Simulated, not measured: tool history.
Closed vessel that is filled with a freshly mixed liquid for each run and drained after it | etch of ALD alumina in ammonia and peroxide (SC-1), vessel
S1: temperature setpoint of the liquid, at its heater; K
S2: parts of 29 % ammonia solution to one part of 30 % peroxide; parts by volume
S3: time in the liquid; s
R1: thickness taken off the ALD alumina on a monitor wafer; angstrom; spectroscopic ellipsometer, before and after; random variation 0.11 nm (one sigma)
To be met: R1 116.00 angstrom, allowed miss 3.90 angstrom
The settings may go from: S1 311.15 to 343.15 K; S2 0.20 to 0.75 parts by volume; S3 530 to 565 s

| run | hour | S1 | S2 | S3 | R1 |
|---|---|---|---|---|---|
| 1 | 0.0 | 327.15 | 0.45 | 530 | 200.73 |
| 2 | 5.1 | 327.15 | 0.45 | 530 | 204.68 |
| 3 | 12.3 | 325.15 | 0.45 | 530 | 184.42 |
| 4 | 13.7 | 325.15 | 0.55 | 530 | 187.40 |
| 5 | 20.7 | 323.65 | 0.55 | 530 | 173.56 |
| 6 | 22.6 | 323.65 | 0.50 | 530 | 171.37 |
| 7 | 23.7 | 315.65 | 0.50 | 530 | 109.32 |
| 8 | 26.3 | 315.65 | 0.50 | 530 | 108.45 |
| 9 | 29.1 | 316.15 | 0.50 | 530 | 111.98 |

5 next moves are on the table. One of them brings every result within its allowed miss. Which?
| A | 31.9 | 315.15 | 0.45 | 535 | ? |
| B | 31.9 | 315.15 | 0.60 | 535 | ? |
| C | 31.9 | 315.65 | 0.50 | 530 | ? |
| D | 31.9 | 314.15 | 0.65 | 545 | ? |
| E | 31.9 | 316.15 | 0.45 | 550 | ? |

| move | R1 |
|---|---|
| A | 105.97 |
| B | 108.91 |
| C | 109.16 |
| D | 105.46 |
| E | 115.44 |
A: further off than the last run
B: further off than the last run
C: further off than the last run
D: further off than the last run
E: meets every target
Move E is the one to make.

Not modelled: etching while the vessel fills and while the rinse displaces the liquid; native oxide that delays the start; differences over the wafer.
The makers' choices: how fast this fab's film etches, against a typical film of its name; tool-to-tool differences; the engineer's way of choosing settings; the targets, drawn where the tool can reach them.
